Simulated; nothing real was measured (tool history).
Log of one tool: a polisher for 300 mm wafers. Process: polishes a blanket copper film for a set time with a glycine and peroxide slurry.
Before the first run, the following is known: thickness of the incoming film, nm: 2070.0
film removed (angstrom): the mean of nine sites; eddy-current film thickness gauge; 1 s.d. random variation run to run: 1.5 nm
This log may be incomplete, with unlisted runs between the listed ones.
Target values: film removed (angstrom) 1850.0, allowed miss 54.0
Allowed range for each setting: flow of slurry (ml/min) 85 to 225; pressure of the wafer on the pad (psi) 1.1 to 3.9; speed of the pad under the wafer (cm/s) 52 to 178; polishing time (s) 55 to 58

run  hour  flow of slurry (ml/min)  pressure of the wafer on the pad (psi)  speed of the pad under the wafer (cm/s)  polishing time (s)  film removed (angstrom)
  1   0.0                      145                                     2.5                                      114                  55                   2352.3
  2   4.2                      140                                     2.3                                      114                  55                   2140.4
  3   8.1                      130                                     2.2                                      114                  55                   2072.4
  4  14.8                      130                                     2.2                                      114                  55                   2071.8
  5  22.4                      150                                     2.2                                      114                  55                   2122.9
  6  29.2                      145                                     2.1                                      114                  55                   2025.7
  7  36.9                      140                                     2.1                                      114                  55                   2031.0
     37.4  -- head pressure recalibrated
  8  37.4                      135                                     2.0                                      114                  55                   2035.4
  9  42.6                      135                                     1.9                                      114                  55                   1956.4

Which single option among these 4 for the next run brings every result within its allowed miss of target? Just one does.
  A  47.8                      110                                     1.8                                      112                  57                        ?
  B  47.8                      150                                     2.1                                       92                  58                        ?
  C  47.8                      150                                     2.1                                       94                  56                        ?
  D  47.8                      135                                     2.1                                      114                  55                        ?

move  film removed (angstrom)
   A                   1830.9
   B                   2005.8
   C                   1959.6
   D                   2108.5
A: all results land within tolerance of their targets
B: its largest miss is bigger than the last run's
C: just as far off the targets as the last run
D: its largest miss is bigger than the last run's
The move that meets every target is A.

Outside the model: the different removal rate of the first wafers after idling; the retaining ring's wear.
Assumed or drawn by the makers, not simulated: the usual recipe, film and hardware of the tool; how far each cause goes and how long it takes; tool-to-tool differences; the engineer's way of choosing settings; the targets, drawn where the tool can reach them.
